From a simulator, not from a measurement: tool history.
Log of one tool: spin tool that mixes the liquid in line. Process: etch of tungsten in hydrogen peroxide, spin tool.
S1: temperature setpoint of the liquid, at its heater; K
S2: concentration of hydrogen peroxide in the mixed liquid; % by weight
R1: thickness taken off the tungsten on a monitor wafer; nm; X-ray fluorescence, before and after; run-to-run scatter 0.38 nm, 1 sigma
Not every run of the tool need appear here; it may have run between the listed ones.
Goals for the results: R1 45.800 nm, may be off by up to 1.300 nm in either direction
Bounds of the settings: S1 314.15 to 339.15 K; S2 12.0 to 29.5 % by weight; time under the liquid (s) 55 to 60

run 1 hour=0.0 | S1=330.15 S2=20.0 time_under_the_liquid_(s)=55 | R1=99.381
run 2 hour=5.2 | S1=327.15 S2=20.0 time_under_the_liquid_(s)=55 | R1=83.268
run 3 hour=8.5 | S1=324.65 S2=20.0 time_under_the_liquid_(s)=55 | R1=72.580
run 4 hour=14.4 | S1=322.65 S2=20.0 time_under_the_liquid_(s)=55 | R1=63.010
run 5 hour=22.7 | S1=322.65 S2=20.0 time_under_the_liquid_(s)=55 | R1=63.238
run 6 hour=26.7 | S1=321.65 S2=20.0 time_under_the_liquid_(s)=55 | R1=60.192
run 7 hour=31.8 | S1=320.65 S2=20.0 time_under_the_liquid_(s)=55 | R1=56.556
run 8 hour=36.8 | S1=319.65 S2=20.0 time_under_the_liquid_(s)=55 | R1=53.107
run 9 hour=40.0 | S1=316.65 S2=20.0 time_under_the_liquid_(s)=55 | R1=43.598

Of the 4 settings listed for the next run, only one would bring every result within its allowed miss of target. Which one?
run A hour=43.2 | S1=318.15 S2=15.0 time_under_the_liquid_(s)=55 | R1=?
run B hour=43.2 | S1=316.15 S2=21.5 time_under_the_liquid_(s)=60 | R1=?
run C hour=43.2 | S1=316.15 S2=22.0 time_under_the_liquid_(s)=60 | R1=?
run D hour=43.2 | S1=315.65 S2=21.0 time_under_the_liquid_(s)=60 | R1=?

move=A R1=41.510
move=B R1=47.752
move=C R1=48.304
move=D R1=45.709
A: further off than the last run
B: moves the result that the last run missed by most past its target, out the other side
C: moves the result that the last run missed by most past its target, out the other side
D: meets every target
Answer: D

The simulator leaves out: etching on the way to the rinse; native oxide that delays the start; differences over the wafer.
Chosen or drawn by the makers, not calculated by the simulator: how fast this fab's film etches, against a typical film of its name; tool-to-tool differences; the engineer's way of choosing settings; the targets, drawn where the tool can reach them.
